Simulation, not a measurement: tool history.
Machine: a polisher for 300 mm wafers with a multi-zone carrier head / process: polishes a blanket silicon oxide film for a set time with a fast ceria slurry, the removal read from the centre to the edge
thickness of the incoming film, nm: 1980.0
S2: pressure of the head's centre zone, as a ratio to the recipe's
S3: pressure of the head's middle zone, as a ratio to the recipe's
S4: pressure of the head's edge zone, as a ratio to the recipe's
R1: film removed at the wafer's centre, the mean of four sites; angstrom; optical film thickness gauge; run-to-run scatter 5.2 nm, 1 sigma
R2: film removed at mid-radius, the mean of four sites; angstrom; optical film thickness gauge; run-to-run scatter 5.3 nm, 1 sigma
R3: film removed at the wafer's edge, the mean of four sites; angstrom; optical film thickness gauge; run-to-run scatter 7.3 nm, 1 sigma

Run 1, hour 0: flow of slurry (ml/min) 230, S2 1, S3 1, S4 1, polishing time (s) 48. Result: R1 7777 angstrom, R2 7788.6 angstrom, R3 7724.8 angstrom.
Run 2, hour 5.8: flow of slurry (ml/min) 230, S2 1, S3 1, S4 0.93, polishing time (s) 48. Result: R1 7822.2 angstrom, R2 7868.8 angstrom, R3 7596.2 angstrom.
Run 3, hour 9.1: flow of slurry (ml/min) 225, S2 0.98, S3 0.96, S4 0.93, polishing time (s) 43. Result: R1 6961.8 angstrom, R2 6827.8 angstrom, R3 7005.6 angstrom.
Run 4, hour 15.9: flow of slurry (ml/min) 220, S2 0.97, S3 0.95, S4 0.93, polishing time (s) 39. Result: R1 6255.6 angstrom, R2 6075.4 angstrom, R3 6309.8 angstrom.
Run 5, hour 20.6: flow of slurry (ml/min) 220, S2 0.97, S3 0.95, S4 0.87, polishing time (s) 39. Result: R1 6076.4 angstrom, R2 6121.6 angstrom, R3 6189.8 angstrom.
Run 6, hour 24.1: flow of slurry (ml/min) 220, S2 0.97, S3 0.98, S4 0.87, polishing time (s) 39. Result: R1 6123.4 angstrom, R2 6395.8 angstrom, R3 6248.8 angstrom.
Run 7, hour 27: flow of slurry (ml/min) 215, S2 0.96, S3 0.95, S4 0.87, polishing time (s) 37. Result: R1 5846.3 angstrom, R2 5841.7 angstrom, R3 5881.7 angstrom.

Run 8 comes next. What will it give?
Run 8, hour 32.3: flow of slurry (ml/min) 205, S2 0.94, S3 0.92, S4 0.86, polishing time (s) 36. Result: R1 ?, R2 ?, R3 ?.

Run 8 measured R1 5602 angstrom, R2 5477.5 angstrom, R3 5596.6 angstrom.

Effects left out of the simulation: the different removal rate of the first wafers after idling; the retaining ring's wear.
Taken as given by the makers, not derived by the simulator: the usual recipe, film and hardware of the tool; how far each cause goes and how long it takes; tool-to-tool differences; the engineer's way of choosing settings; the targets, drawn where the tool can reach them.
